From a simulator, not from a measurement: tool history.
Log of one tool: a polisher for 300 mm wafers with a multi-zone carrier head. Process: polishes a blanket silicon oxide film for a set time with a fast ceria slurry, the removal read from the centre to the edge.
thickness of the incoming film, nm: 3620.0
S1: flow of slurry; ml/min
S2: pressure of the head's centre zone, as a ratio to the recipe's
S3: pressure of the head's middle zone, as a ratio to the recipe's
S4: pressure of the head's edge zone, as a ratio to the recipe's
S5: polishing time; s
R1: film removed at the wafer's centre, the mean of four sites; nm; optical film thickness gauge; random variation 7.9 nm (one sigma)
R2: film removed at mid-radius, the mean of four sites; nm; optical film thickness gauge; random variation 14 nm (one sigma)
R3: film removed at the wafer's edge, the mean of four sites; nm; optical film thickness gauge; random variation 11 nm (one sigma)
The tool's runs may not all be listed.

run 1 hour=0 | S1=220 S2=1 S3=1 S4=1 S5=79 | R1=981.54 R2=963.27 R3=980.74
run 2 hour=8.6 | S1=220 S2=1 S3=1 S4=1 S5=87 | R1=1086.1 R2=1085 R3=1068.1
run 3 hour=14.6 | S1=220 S2=0.96 S3=1 S4=1 S5=87 | R1=1037.9 R2=1080.2 R3=1082.6
run 4 hour=18.6 | S1=230 S2=0.98 S3=1 S4=1 S5=87 | R1=1049.9 R2=1089.5 R3=1081.9
run 5 hour=20.6 | S1=230 S2=1.03 S3=1 S4=1 S5=87 | R1=1115.8 R2=1079.7 R3=1098.4
run 6 hour=22.3 | S1=230 S2=1.03 S3=1.03 S4=1 S5=87 | R1=1128.7 R2=1132.7 R3=1104.2
run 7 hour=23.2 | S1=235 S2=1.04 S3=1.03 S4=0.99 S5=87 | R1=1124 R2=1126.4 R3=1080.9

Forecast run 8:
run 8 hour=26.4 | S1=235 S2=1.06 S3=1.03 S4=0.99 S5=87 | R1=? R2=? R3=?

R1: 1152.2 nm
R2: 1083.3 nm
R3: 1077.8 nm
